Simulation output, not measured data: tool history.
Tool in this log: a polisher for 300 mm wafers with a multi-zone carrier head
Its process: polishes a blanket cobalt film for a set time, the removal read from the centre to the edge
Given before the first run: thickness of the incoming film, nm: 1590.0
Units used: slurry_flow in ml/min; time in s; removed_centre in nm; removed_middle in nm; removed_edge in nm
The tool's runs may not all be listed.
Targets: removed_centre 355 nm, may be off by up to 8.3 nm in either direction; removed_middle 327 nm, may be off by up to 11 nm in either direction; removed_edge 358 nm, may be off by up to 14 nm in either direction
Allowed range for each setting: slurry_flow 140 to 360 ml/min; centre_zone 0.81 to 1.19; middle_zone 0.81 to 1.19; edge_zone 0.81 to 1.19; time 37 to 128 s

run,day,slurry_flow,centre_zone,middle_zone,edge_zone,time,removed_centre,removed_middle,removed_edge
1,0,230,1,1,1,82,272.49,314.06,307.43
2,0.138,230,1,0.96,1,82,271.51,297.35,303.21
3,0.225,240,1.03,0.96,1.03,83,287.5,305.47,314.3
4,0.404,240,1.03,0.96,1.03,103,352.74,379.76,387.86
5,0.529,240,0.96,0.96,1.03,103,325.82,376.05,394.17
6,0.9,240,0.96,0.96,1.07,103,328.66,379.66,397.02
7,1.079,265,1.06,0.87,0.97,96,340.8,329.87,347.25
# day 1.342: centre zone pressure recalibrated
8,1.342,270,1.06,0.86,0.98,96,388.14,329.54,354.74
9,1.371,260,1.06,0.86,0.99,96,381.12,329.96,359.8

Which one of the following 4 next-run settings gets every result inside its allowed miss? There is exactly one.
A,1.4,245,1,0.88,1.01,95,?,?,?
B,1.4,260,1.16,0.81,0.98,99,?,?,?
C,1.4,230,1.04,0.93,0.95,89,?,?,?
D,1.4,300,1.13,0.81,0.97,97,?,?,?

move,removed_centre,removed_middle,removed_edge
A,352.22,324.68,356.46
B,428.46,317.48,368.18
C,341.25,316.63,323.27
D,414.28,314.83,362.32
A: hits every target within its allowed miss
B: moves away from the targets compared with the last run
C: takes the result that was furthest off past its target
D: moves away from the targets compared with the last run
A meets every target.
